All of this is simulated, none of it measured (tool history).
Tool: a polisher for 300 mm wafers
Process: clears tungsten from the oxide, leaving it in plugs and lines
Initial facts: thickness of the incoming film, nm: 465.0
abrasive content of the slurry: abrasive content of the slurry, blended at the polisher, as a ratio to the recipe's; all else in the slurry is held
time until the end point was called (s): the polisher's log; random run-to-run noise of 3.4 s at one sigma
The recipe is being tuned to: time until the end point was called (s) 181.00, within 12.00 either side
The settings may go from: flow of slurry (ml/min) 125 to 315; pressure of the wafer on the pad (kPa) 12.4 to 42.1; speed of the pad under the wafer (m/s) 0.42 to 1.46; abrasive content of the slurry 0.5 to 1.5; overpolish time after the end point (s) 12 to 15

run	hour	flow of slurry (ml/min)	pressure of the wafer on the pad (kPa)	speed of the pad under the wafer (m/s)	abrasive content of the slurry	overpolish time after the end point (s)	time until the end point was called (s)
1	0.0	205	26.9	0.94	1.0	15	149.17
2	5.8	205	26.9	0.94	1.0	12	141.44
3	13.7	205	26.2	0.94	1.0	12	145.17
4	20.7	205	25.5	0.94	1.0	12	152.16
# hour 22.5: slurry tank refilled with fresh slurry and peroxide
5	22.5	205	21.4	0.94	1.0	12	146.25
6	24.5	180	21.4	0.94	1.0	12	151.86
7	30.6	180	21.4	0.92	1.0	12	152.25
8	38.9	180	21.4	0.90	1.0	12	155.91
9	44.4	180	21.4	0.90	1.0	12	155.98
10	51.4	180	17.2	0.88	1.0	12	196.77
11	53.5	175	17.2	0.88	1.0	12	202.41

Next run, 5 choices. One meets every target within its allowed miss, the rest don't. Which?
A	55.6	240	22.8	0.66	0.7	15	?
B	55.6	165	17.9	1.06	1.0	13	?
C	55.6	175	23.4	0.82	0.9	12	?
D	55.6	190	20.0	0.82	1.0	15	?
E	55.6	140	16.5	0.92	0.9	13	?

move	time until the end point was called (s)
A	205.16
B	162.49
C	162.38
D	183.28
E	211.99
A: further off than the last run
B: takes the result that was furthest off past its target
C: takes the result that was furthest off past its target
D: in spec on every target
E: further off than the last run
The move that meets every target is D.

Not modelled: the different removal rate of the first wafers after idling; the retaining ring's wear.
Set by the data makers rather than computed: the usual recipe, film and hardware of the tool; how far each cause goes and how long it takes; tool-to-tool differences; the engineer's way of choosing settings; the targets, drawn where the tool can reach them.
